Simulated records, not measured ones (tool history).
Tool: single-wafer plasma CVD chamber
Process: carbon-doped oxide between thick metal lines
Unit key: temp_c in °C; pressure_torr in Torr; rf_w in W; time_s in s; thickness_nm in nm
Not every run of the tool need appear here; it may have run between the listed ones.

{"run": 1, "hour": 0.0, "temp_c": 345, "pressure_torr": 4.5, "rf_w": 615, "time_s": 160, "thickness_nm": 822.06}
{"run": 2, "hour": 6.5, "temp_c": 343, "pressure_torr": 4.7, "rf_w": 645, "time_s": 160, "thickness_nm": 851.12}
{"run": 3, "hour": 11.4, "temp_c": 343, "pressure_torr": 4.7, "rf_w": 645, "time_s": 160, "thickness_nm": 853.54}
{"run": 4, "hour": 17.1, "temp_c": 343, "pressure_torr": 4.7, "rf_w": 600, "time_s": 160, "thickness_nm": 817.04}
{"run": 5, "hour": 22.4, "temp_c": 343, "pressure_torr": 4.7, "rf_w": 600, "time_s": 152, "thickness_nm": 778.92}
{"run": 6, "hour": 23.1, "temp_c": 334, "pressure_torr": 4.7, "rf_w": 600, "time_s": 152, "thickness_nm": 797.23}
{"run": 7, "hour": 24.3, "temp_c": 334, "pressure_torr": 4.74, "rf_w": 640, "time_s": 154, "thickness_nm": 850.95}

Run 8 has not been measured yet. What should we expect?
{"run": 8, "hour": 28.9, "temp_c": 333, "pressure_torr": 4.82, "rf_w": 660, "time_s": 155, "thickness_nm": "?"}

{"run 8": {"thickness_nm": 872.18}}
